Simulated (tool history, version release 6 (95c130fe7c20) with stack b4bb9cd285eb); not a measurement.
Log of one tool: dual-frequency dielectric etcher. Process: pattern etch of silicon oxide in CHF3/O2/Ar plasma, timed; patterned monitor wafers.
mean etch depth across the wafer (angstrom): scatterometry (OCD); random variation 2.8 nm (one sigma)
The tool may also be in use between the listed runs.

run,hour,source power (kW),bias power (kW),etch time (s),mean etch depth across the wafer (angstrom)
1,0.0,0.900,0.155,262.0,5536.5
2,8.8,0.900,0.166,262.0,5688.7
3,15.4,0.840,0.166,262.0,5559.1
4,21.2,0.780,0.155,260.0,5208.2
5,22.3,0.630,0.155,260.0,4785.7
6,25.2,0.730,0.155,260.0,5101.3
7,26.3,0.690,0.151,259.5,4885.0

The next listed run, before its measurement:
8,33.4,0.660,0.150,259.5,?

mean etch depth across the wafer (angstrom): 4856.4

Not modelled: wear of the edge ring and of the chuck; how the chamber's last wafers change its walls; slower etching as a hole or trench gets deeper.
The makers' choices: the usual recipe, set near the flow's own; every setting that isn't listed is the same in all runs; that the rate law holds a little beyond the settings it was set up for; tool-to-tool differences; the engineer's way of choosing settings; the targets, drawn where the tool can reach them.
